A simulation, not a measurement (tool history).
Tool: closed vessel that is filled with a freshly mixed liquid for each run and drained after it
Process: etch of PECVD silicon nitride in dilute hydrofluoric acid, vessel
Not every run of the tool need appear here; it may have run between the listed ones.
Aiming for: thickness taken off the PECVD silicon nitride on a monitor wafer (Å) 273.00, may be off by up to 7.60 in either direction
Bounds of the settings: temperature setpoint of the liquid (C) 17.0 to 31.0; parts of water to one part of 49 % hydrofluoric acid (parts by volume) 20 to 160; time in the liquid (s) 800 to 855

run	hour	temperature setpoint of the liquid (C)	parts of water to one part of 49 % hydrofluoric acid (parts by volume)	time in the liquid (s)	thickness taken off the PECVD silicon nitride on a monitor wafer (Å)
1	0.0	23.0	90	800	358.60
2	3.7	25.0	90	800	414.60
3	9.1	23.5	90	800	373.46
4	15.3	23.5	90	855	392.40
5	22.9	23.5	90	855	403.64
6	30.8	21.5	90	855	353.01
7	34.2	20.5	90	855	332.38
8	35.3	17.0	90	855	255.14

Which single option among these 5 for the next run brings every result within its allowed miss of target? Just one does.
A	36.4	17.0	75	805	?
B	36.4	17.0	85	850	?
C	36.4	17.0	80	855	?
D	36.4	19.0	90	845	?
E	36.4	17.5	80	840	?

move	thickness taken off the PECVD silicon nitride on a monitor wafer (Å)
A	289.18
B	270.46
C	288.51
D	292.28
E	293.57
A: carries the result that was furthest off beyond its target, to the other side
B: meets every target
C: carries the result that was furthest off beyond its target, to the other side
D: carries the result that was furthest off beyond its target, to the other side
E: carries the result that was furthest off beyond its target, to the other side
Answer: B
